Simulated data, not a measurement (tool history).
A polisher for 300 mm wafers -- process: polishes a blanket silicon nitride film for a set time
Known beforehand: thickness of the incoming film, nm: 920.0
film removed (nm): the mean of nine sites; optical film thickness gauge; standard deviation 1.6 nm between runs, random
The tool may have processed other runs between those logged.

run,hour,flow of slurry (ml/min),pressure of the wafer on the pad (psi),speed of the pad under the wafer (m/s),polishing time (s),film removed (nm)
1,0.0,210,3.8,0.96,39,77.001
2,6.6,210,4.1,0.96,39,84.044
3,9.2,245,4.1,0.96,39,84.268
4,13.7,245,4.1,0.96,39,85.073
5,20.7,205,4.1,0.96,39,81.807
6,28.0,210,4.4,0.96,39,91.344

Run 7 comes next. What will it give?
7,35.2,210,4.6,0.96,39,?

{"run 7": {"film removed (nm)": 91.924}}

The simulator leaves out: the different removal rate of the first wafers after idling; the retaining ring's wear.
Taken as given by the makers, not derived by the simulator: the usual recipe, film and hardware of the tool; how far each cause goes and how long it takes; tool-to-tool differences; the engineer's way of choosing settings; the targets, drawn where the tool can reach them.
